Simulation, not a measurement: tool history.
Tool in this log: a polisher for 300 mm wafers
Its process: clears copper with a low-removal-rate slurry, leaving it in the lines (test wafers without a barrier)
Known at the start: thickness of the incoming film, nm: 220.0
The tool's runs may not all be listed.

run	hour	flow of slurry (ml/min)	pressure of the wafer on the pad (kPa)	speed of the pad under the wafer (m/s)	abrasive content of the slurry	overpolish time after the end point (s)	time until the end point was called (s)	dishing of a wide line in a test structure (Å)
1	0.0	200	13.8	1.02	1.00	9	103.90	137.820
2	2.6	200	13.8	1.02	0.85	9	106.66	132.310
3	10.5	200	13.8	1.02	0.85	8	107.86	126.670
4	15.3	205	13.8	1.02	0.85	7	103.99	106.700
5	19.3	205	12.4	1.02	0.85	7	111.15	97.270
6	25.0	205	12.4	1.02	0.85	10	111.11	137.240
7	31.8	215	11.7	1.04	0.85	9	110.52	126.480
8	38.9	215	11.0	1.04	0.85	8	113.43	113.490
9	44.9	210	11.0	1.04	0.85	7	119.88	99.279
10	52.3	235	11.7	1.04	0.85	5	108.64	71.757

For run 11, what comes out?
11	53.3	225	11.7	1.04	0.85	5	?	?

Run 11 produced time until the end point was called (s) 114.40, dishing of a wide line in a test structure (Å) 71.931.
